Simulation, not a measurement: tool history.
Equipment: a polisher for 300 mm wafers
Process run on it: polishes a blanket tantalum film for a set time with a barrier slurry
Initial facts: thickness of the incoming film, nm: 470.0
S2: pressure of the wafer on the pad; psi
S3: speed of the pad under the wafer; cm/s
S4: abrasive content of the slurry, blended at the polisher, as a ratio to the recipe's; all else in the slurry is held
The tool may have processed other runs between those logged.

{"run": 1, "hour": 0.0, "flow of slurry (ml/min)": 170, "S2": 2.1, "S3": 80, "S4": 1.0, "polishing time (s)": 32, "film removed (Å)": 430.75}
{"run": 2, "hour": 1.4, "flow of slurry (ml/min)": 170, "S2": 2.1, "S3": 90, "S4": 1.0, "polishing time (s)": 32, "film removed (Å)": 480.13}
{"run": 3, "hour": 8.5, "flow of slurry (ml/min)": 145, "S2": 2.1, "S3": 90, "S4": 1.0, "polishing time (s)": 32, "film removed (Å)": 460.77}
{"run": 4, "hour": 13.9, "flow of slurry (ml/min)": 145, "S2": 2.0, "S3": 90, "S4": 1.0, "polishing time (s)": 32, "film removed (Å)": 442.91}
{"run": 5, "hour": 15.9, "flow of slurry (ml/min)": 145, "S2": 2.2, "S3": 90, "S4": 1.0, "polishing time (s)": 32, "film removed (Å)": 496.38}
{"run": 6, "hour": 19.0, "flow of slurry (ml/min)": 145, "S2": 2.1, "S3": 90, "S4": 1.0, "polishing time (s)": 32, "film removed (Å)": 474.01}

Predict the results of run 7:
{"run": 7, "hour": 22.3, "flow of slurry (ml/min)": 145, "S2": 2.0, "S3": 90, "S4": 1.0, "polishing time (s)": 32, "film removed (Å)": "?"}

film removed (Å): 461.16
